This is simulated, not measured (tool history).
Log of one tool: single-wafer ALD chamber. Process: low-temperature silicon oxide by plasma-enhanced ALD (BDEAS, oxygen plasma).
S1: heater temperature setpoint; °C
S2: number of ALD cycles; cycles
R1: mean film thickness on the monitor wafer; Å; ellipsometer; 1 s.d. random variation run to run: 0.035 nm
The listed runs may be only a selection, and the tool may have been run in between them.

run 1 hour=0 | S1=90 S2=59 | R1=87.435
run 2 hour=2.9 | S1=86 S2=59 | R1=89.068
run 3 hour=4.9 | S1=82 S2=60 | R1=92.494
run 4 hour=8.4 | S1=77 S2=60 | R1=93.976
run 5 hour=16.8 | S1=77 S2=52 | R1=81.101
run 6 hour=23.5 | S1=75 S2=55 | R1=86.616
run 7 hour=28.7 | S1=73 S2=57 | R1=90.437
run 8 hour=36.2 | S1=72 S2=59 | R1=93.49
run 9 hour=40 | S1=67 S2=67 | R1=108.29
run 10 hour=46.1 | S1=68 S2=67 | R1=108.53

The next listed run, before its measurement:
run 11 hour=53.2 | S1=74 S2=66 | R1=?

{"run 11": {"R1": 104.5}}

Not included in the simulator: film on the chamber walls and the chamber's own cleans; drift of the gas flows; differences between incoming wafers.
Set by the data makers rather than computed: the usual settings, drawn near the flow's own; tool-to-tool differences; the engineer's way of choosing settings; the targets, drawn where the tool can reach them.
